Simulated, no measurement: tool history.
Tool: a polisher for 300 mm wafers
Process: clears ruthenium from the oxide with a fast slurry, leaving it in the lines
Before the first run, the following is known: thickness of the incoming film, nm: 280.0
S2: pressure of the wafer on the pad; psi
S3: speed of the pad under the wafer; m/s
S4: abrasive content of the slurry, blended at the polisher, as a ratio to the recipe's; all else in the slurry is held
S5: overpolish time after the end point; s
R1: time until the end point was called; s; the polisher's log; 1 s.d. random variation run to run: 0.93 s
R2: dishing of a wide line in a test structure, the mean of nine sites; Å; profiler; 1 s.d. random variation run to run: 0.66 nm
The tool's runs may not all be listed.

{"run": 1, "hour": 0.0, "flow of slurry (ml/min)": 200, "S2": 2.4, "S3": 0.94, "S4": 1, "S5": 10, "R1": 117.22, "R2": 222.56}
{"run": 2, "hour": 0.9, "flow of slurry (ml/min)": 200, "S2": 2.4, "S3": 0.94, "S4": 1, "S5": 8, "R1": 117.11, "R2": 183.89}
{"run": 3, "hour": 7.3, "flow of slurry (ml/min)": 200, "S2": 2.4, "S3": 0.94, "S4": 1, "S5": 12, "R1": 115.57, "R2": 260.32}
{"run": 4, "hour": 10.2, "flow of slurry (ml/min)": 200, "S2": 1.8, "S3": 0.94, "S4": 1, "S5": 12, "R1": 153.44, "R2": 202.97}
{"run": 5, "hour": 16.9, "flow of slurry (ml/min)": 200, "S2": 1.3, "S3": 0.94, "S4": 1, "S5": 12, "R1": 211.83, "R2": 156.38}
{"run": 6, "hour": 19.3, "flow of slurry (ml/min)": 200, "S2": 1.1, "S3": 0.94, "S4": 1, "S5": 12, "R1": 245.52, "R2": 131.02}
{"run": 7, "hour": 24.5, "flow of slurry (ml/min)": 200, "S2": 1.3, "S3": 0.94, "S4": 1, "S5": 12, "R1": 211.31, "R2": 154.63}
{"run": 8, "hour": 28.6, "flow of slurry (ml/min)": 200, "S2": 1.5, "S3": 0.94, "S4": 1, "S5": 12, "R1": 184.48, "R2": 167.92}
{"hour": 30.8, "done": "slurry blender recalibrated"}
{"run": 9, "hour": 30.8, "flow of slurry (ml/min)": 185, "S2": 2.1, "S3": 1.04, "S4": 1, "S5": 17, "R1": 109.64, "R2": 388.3}

Forecast run 10:
{"run": 10, "hour": 34.9, "flow of slurry (ml/min)": 185, "S2": 2.2, "S3": 1.04, "S4": 1, "S5": 17, "R1": "?", "R2": "?"}

{"run 10": {"R1": 107.03, "R2": 399.53}}

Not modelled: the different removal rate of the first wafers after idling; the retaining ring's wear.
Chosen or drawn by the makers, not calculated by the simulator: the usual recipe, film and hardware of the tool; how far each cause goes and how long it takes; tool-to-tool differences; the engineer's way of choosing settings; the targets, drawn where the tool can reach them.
